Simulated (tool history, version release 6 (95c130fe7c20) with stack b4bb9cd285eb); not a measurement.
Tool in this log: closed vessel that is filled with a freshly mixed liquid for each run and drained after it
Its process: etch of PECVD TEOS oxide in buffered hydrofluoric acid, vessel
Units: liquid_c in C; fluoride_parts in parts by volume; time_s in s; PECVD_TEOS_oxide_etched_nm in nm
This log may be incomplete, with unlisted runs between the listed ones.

run,day,liquid_c,fluoride_parts,time_s,PECVD_TEOS_oxide_etched_nm
1,0.000,23.0,19.5,95,61.605
2,0.358,23.0,17.5,95,68.624
3,0.708,26.0,17.5,95,81.280
4,0.900,24.0,17.5,95,72.196
5,1.129,24.0,13.0,95,97.166
6,1.279,24.0,7.5,95,163.520
7,1.654,23.0,7.5,95,154.580
8,1.988,22.5,7.5,95,151.960

Run 9 is up next; what results do you expect?
# day 2.067: hydrofluoric acid flow meter replaced
9,2.067,22.0,8.0,95,?

Logged for run 9: PECVD_TEOS_oxide_etched_nm 124.740 nm.
